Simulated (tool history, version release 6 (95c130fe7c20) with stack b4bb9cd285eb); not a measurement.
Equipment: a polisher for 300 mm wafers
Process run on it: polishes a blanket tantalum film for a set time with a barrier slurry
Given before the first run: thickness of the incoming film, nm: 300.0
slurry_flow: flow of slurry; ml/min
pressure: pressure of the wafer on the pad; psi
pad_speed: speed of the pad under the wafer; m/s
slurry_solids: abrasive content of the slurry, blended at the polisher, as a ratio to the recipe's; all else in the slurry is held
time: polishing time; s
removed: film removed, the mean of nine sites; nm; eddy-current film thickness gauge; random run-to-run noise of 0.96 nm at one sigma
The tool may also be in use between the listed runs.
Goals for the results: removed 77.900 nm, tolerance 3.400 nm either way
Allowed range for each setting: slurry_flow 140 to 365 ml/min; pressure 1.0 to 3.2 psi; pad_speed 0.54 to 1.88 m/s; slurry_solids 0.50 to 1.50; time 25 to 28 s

run 1 hour=0.0 | slurry_flow=235 pressure=2.1 pad_speed=1.20 slurry_solids=1.00 time=28 | removed=46.886
run 2 hour=3.6 | slurry_flow=235 pressure=2.2 pad_speed=1.20 slurry_solids=1.00 time=28 | removed=49.047
run 3 hour=8.0 | slurry_flow=235 pressure=2.3 pad_speed=1.20 slurry_solids=1.00 time=28 | removed=51.003
run 4 hour=12.8 | slurry_flow=235 pressure=2.1 pad_speed=1.20 slurry_solids=1.00 time=28 | removed=48.489
run 5 hour=16.1 | slurry_flow=185 pressure=2.1 pad_speed=1.20 slurry_solids=1.00 time=28 | removed=44.727
run 6 hour=18.8 | slurry_flow=185 pressure=2.1 pad_speed=1.34 slurry_solids=1.00 time=28 | removed=48.621
run 7 hour=26.8 | slurry_flow=195 pressure=2.2 pad_speed=1.34 slurry_solids=1.00 time=28 | removed=51.128
run 8 hour=32.6 | slurry_flow=205 pressure=2.3 pad_speed=1.34 slurry_solids=1.00 time=28 | removed=54.299
run 9 hour=35.9 | slurry_flow=215 pressure=2.4 pad_speed=1.34 slurry_solids=1.00 time=28 | removed=56.968
run 10 hour=43.9 | slurry_flow=225 pressure=2.5 pad_speed=1.34 slurry_solids=1.00 time=28 | removed=59.241
run 11 hour=50.3 | slurry_flow=225 pressure=3.1 pad_speed=1.38 slurry_solids=1.00 time=28 | removed=74.109

Below are 5 possible settings for the next run. Only one of them brings all results inside the allowed miss of their targets. Which is it?
run A hour=56.7 | slurry_flow=210 pressure=3.2 pad_speed=1.68 slurry_solids=0.75 time=25 | removed=?
run B hour=56.7 | slurry_flow=210 pressure=2.7 pad_speed=1.88 slurry_solids=1.20 time=28 | removed=?
run C hour=56.7 | slurry_flow=225 pressure=2.9 pad_speed=1.54 slurry_solids=1.05 time=28 | removed=?
run D hour=56.7 | slurry_flow=255 pressure=3.1 pad_speed=1.68 slurry_solids=0.85 time=28 | removed=?
run E hour=56.7 | slurry_flow=240 pressure=2.8 pad_speed=1.50 slurry_solids=0.95 time=28 | removed=?

move=A removed=70.400
move=B removed=84.204
move=C removed=75.462
move=D removed=82.535
move=E removed=70.454
A: its largest miss is bigger than the last run's
B: moves the result that the last run missed by most past its target, out the other side
C: each result inside its tolerance
D: moves the result that the last run missed by most past its target, out the other side
E: its largest miss is bigger than the last run's
So the answer is move C, the one that meets all the targets.

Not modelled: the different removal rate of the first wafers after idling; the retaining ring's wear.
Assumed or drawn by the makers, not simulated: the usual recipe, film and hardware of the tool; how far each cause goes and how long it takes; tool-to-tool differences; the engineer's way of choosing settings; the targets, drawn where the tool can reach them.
